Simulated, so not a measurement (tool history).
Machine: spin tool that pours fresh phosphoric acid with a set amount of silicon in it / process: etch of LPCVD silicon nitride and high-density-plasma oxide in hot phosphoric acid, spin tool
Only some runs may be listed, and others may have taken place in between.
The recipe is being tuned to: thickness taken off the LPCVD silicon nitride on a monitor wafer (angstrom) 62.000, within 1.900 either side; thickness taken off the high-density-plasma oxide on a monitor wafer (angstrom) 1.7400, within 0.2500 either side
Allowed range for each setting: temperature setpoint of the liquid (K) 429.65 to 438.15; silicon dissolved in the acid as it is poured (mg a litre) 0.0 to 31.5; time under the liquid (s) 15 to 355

run  hour  temperature setpoint of the liquid (K)  silicon dissolved in the acid as it is poured (mg a litre)  time under the liquid (s)  thickness taken off the LPCVD silicon nitride on a monitor wafer (angstrom)  thickness taken off the high-density-plasma oxide on a monitor wafer (angstrom)
  1   0.0                                  433.15                                                        14.0                        180                                                                      153.410                                                                           7.3950
  2   7.7                                  435.15                                                        14.0                        180                                                                      162.830                                                                           7.7163
  3   9.2                                  435.15                                                        20.5                        180                                                                      158.890                                                                           6.5123
  4  13.1                                  434.65                                                        22.5                        155                                                                      138.660                                                                           5.1020
  5  15.1                                  436.65                                                        22.5                        155                                                                      145.280                                                                           6.3193
  6  19.5                                  436.15                                                        23.5                        135                                                                      125.350                                                                           5.0525
  7  20.8                                  433.65                                                        26.0                         45                                                                       38.719                                                                           1.3063
  8  24.1                                  434.15                                                        27.0                         50                                                                       43.652                                                                           1.4976
  9  29.0                                  434.15                                                        27.5                         55                                                                       48.333                                                                           1.4084
 10  33.7                                  434.65                                                        28.0                         55                                                                       48.424                                                                           1.6159
 11  35.2                                  433.65                                                        31.0                        115                                                                       98.129                                                                           2.6797
 12  42.1                                  433.15                                                        30.0                        115                                                                       95.678                                                                           2.8808
 13  44.2                                  432.65                                                        30.0                        110                                                                       90.425                                                                           2.4861
 14  53.2                                  430.65                                                        21.0                         45                                                                       34.836                                                                           1.1240
 15  57.6                                  431.15                                                        22.5                         50                                                                       40.081                                                                           1.2940
 16  61.8                                  431.65                                                        24.0                         55                                                                       44.504                                                                           1.3879

Pick the move, out of 5, that brings all results within their allowed miss; only one does.
  A  66.0                                  431.15                                                        31.5                         90                                                                            ?                                                                                ?
  B  66.0                                  431.65                                                        17.5                         70                                                                            ?                                                                                ?
  C  66.0                                  429.65                                                        28.0                         90                                                                            ?                                                                                ?
  D  66.0                                  430.65                                                        27.0                         80                                                                            ?                                                                                ?
  E  66.0                                  432.15                                                        26.5                         70                                                                            ?                                                                                ?

move  thickness taken off the LPCVD silicon nitride on a monitor wafer (angstrom)  thickness taken off the high-density-plasma oxide on a monitor wafer (angstrom)
   A                                                                       71.340                                                                           1.6309
   B                                                                       56.434                                                                           2.1012
   C                                                                       67.791                                                                           1.6743
   D                                                                       62.347                                                                           1.6638
   E                                                                       57.395                                                                           1.6575
A: carries the result that was furthest off beyond its target, to the other side
B: closes in on the targets versus the last run, not all within tolerance yet
C: carries the result that was furthest off beyond its target, to the other side
D: all results in spec
E: closes in on the targets versus the last run, not all within tolerance yet
Move D is the one to make.

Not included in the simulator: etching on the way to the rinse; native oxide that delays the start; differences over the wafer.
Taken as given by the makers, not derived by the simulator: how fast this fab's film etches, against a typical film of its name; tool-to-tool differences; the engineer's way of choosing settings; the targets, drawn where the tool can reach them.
